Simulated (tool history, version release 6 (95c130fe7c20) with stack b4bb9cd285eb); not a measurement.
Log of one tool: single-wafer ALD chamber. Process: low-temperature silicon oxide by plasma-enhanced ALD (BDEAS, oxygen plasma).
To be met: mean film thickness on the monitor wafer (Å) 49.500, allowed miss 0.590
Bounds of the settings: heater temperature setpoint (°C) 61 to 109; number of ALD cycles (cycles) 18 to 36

| run | hour | heater temperature setpoint (°C) | number of ALD cycles (cycles) | mean film thickness on the monitor wafer (Å) |
|---|---|---|---|---|
| 1 | 0.0 | 85 | 27 | 42.116 |
| 2 | 4.1 | 81 | 28 | 44.289 |
| 3 | 8.0 | 81 | 27 | 42.546 |
| 4 | 11.7 | 78 | 28 | 44.575 |
| 5 | 13.6 | 78 | 29 | 46.182 |
| 6 | 16.0 | 78 | 30 | 47.901 |
| 7 | 21.3 | 76 | 30 | 48.249 |
| 8 | 28.8 | 75 | 30 | 48.133 |

5 next moves are on the table. One of them brings every result within its allowed miss. Which?
| A | 36.3 | 77 | 31 | ? |
| B | 36.3 | 76 | 30 | ? |
| C | 36.3 | 85 | 30 | ? |
| D | 36.3 | 80 | 30 | ? |
| E | 36.3 | 83 | 29 | ? |

| move | mean film thickness on the monitor wafer (Å) |
|---|---|
| A | 49.547 |
| B | 48.090 |
| C | 46.819 |
| D | 47.525 |
| E | 45.532 |
A: meets every target
B: as far off as the last run
C: further off than the last run
D: further off than the last run
E: further off than the last run
The right move is A.
